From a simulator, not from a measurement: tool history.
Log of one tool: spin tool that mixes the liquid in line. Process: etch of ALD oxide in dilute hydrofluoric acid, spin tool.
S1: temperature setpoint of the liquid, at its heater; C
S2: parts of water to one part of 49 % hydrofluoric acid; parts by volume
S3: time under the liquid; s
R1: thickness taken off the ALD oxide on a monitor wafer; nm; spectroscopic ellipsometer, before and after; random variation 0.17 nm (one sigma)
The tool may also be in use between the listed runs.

{"run": 1, "day": 0.0, "S1": 25.0, "S2": 100, "S3": 85, "R1": 11.49}
{"run": 2, "day": 0.096, "S1": 25.0, "S2": 100, "S3": 95, "R1": 12.709}
{"run": 3, "day": 0.167, "S1": 25.0, "S2": 125, "S3": 95, "R1": 9.799}
{"run": 4, "day": 0.538, "S1": 26.5, "S2": 125, "S3": 95, "R1": 10.561}
{"run": 5, "day": 0.754, "S1": 26.5, "S2": 125, "S3": 85, "R1": 9.4574}
{"run": 6, "day": 0.896, "S1": 27.5, "S2": 120, "S3": 85, "R1": 10.34}
{"run": 7, "day": 1.038, "S1": 27.5, "S2": 120, "S3": 85, "R1": 10.272}

Forecast run 8:
{"run": 8, "day": 1.083, "S1": 28.5, "S2": 115, "S3": 85, "R1": "?"}

Run 8 gave R1 11.2230 nm.

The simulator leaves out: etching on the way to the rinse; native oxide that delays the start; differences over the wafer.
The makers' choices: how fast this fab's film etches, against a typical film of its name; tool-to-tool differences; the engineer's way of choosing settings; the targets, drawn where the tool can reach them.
